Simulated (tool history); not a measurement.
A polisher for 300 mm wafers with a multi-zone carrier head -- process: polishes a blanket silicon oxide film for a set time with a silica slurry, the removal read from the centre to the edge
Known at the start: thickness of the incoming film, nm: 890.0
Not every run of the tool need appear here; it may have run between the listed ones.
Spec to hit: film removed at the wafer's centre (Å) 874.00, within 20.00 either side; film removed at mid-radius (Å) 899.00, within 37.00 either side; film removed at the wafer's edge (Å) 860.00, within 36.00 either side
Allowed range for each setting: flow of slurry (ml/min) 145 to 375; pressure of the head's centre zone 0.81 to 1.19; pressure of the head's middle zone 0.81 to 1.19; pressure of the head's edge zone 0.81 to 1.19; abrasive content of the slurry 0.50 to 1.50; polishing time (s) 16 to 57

| run | hour | flow of slurry (ml/min) | pressure of the head's centre zone | pressure of the head's middle zone | pressure of the head's edge zone | abrasive content of the slurry | polishing time (s) | film removed at the wafer's centre (Å) | film removed at mid-radius (Å) | film removed at the wafer's edge (Å) |
|---|---|---|---|---|---|---|---|---|---|---|
| 1 | 0.0 | 240 | 1.00 | 1.00 | 1.00 | 1.00 | 36 | 1794.90 | 1793.20 | 1804.80 |
| 2 | 7.2 | 240 | 0.95 | 1.00 | 1.00 | 1.00 | 36 | 1746.90 | 1816.60 | 1821.80 |
| 3 | 16.1 | 235 | 0.95 | 1.00 | 0.98 | 0.95 | 34 | 1580.50 | 1661.10 | 1663.60 |
| 4 | 23.7 | 235 | 1.01 | 1.00 | 0.98 | 0.95 | 34 | 1673.70 | 1620.20 | 1615.70 |
| 5 | 24.6 | 230 | 1.00 | 1.00 | 0.96 | 0.90 | 32 | 1503.90 | 1477.40 | 1505.90 |
| 6 | 32.4 | 235 | 1.00 | 1.02 | 0.94 | 0.85 | 30 | 1370.90 | 1397.00 | 1361.10 |
| 7 | 40.3 | 245 | 0.96 | 0.93 | 0.84 | 0.60 | 20 | 707.63 | 699.79 | 705.49 |
| 8 | 48.6 | 245 | 0.97 | 0.95 | 0.86 | 0.60 | 20 | 711.67 | 708.82 | 705.68 |
| 9 | 49.3 | 245 | 0.98 | 0.97 | 0.89 | 0.60 | 20 | 717.29 | 700.00 | 711.55 |
| 10 | 56.7 | 240 | 0.98 | 0.99 | 0.90 | 0.60 | 20 | 717.29 | 704.14 | 705.59 |
| 11 | 57.7 | 310 | 1.02 | 1.09 | 1.00 | 0.85 | 20 | 955.58 | 984.78 | 960.97 |
| 12 | 62.8 | 310 | 1.01 | 1.08 | 0.98 | 0.85 | 20 | 958.95 | 1001.90 | 940.88 |
| 13 | 69.2 | 310 | 1.00 | 1.07 | 0.97 | 0.85 | 20 | 938.75 | 996.12 | 940.00 |
| 14 | 77.7 | 310 | 1.00 | 1.06 | 0.96 | 0.85 | 20 | 946.18 | 941.88 | 937.30 |
| 15 | 78.9 | 305 | 0.99 | 1.06 | 0.95 | 0.85 | 20 | 931.14 | 968.89 | 935.82 |
| 16 | 83.8 | 305 | 0.99 | 1.05 | 0.94 | 0.85 | 20 | 947.19 | 970.99 | 909.33 |
| 17 | 89.6 | 305 | 0.98 | 1.04 | 0.94 | 0.85 | 20 | 926.46 | 946.29 | 904.75 |
| 18 | 91.7 | 305 | 0.97 | 1.03 | 0.94 | 0.85 | 20 | 939.35 | 973.26 | 931.91 |
| 19 | 97.0 | 300 | 0.97 | 1.03 | 0.93 | 0.85 | 20 | 933.37 | 943.64 | 914.50 |
| 20 | 101.2 | 300 | 0.96 | 1.03 | 0.92 | 0.85 | 20 | 921.90 | 940.45 | 912.58 |

Next run, 4 choices. One meets every target within its allowed miss, the rest don't. Which?
| A | 105.4 | 365 | 1.01 | 1.17 | 0.86 | 0.70 | 21 | ? | ? | ? |
| B | 105.4 | 320 | 1.11 | 0.95 | 0.90 | 0.95 | 19 | ? | ? | ? |
| C | 105.4 | 260 | 1.04 | 1.08 | 0.97 | 0.75 | 20 | ? | ? | ? |
| D | 105.4 | 145 | 0.82 | 0.88 | 1.12 | 0.70 | 26 | ? | ? | ? |

| move | film removed at the wafer's centre (Å) | film removed at mid-radius (Å) | film removed at the wafer's edge (Å) |
|---|---|---|---|
| A | 902.89 | 973.44 | 855.31 |
| B | 1022.60 | 927.80 | 939.32 |
| C | 880.67 | 894.01 | 866.81 |
| D | 859.36 | 893.76 | 1056.20 |
A: better than the last run, though not everything is in spec
B: misses by more than the last run did
C: in spec on every target
D: puts the biggest miss on target and leaves a different result outside tolerance
Answer: C
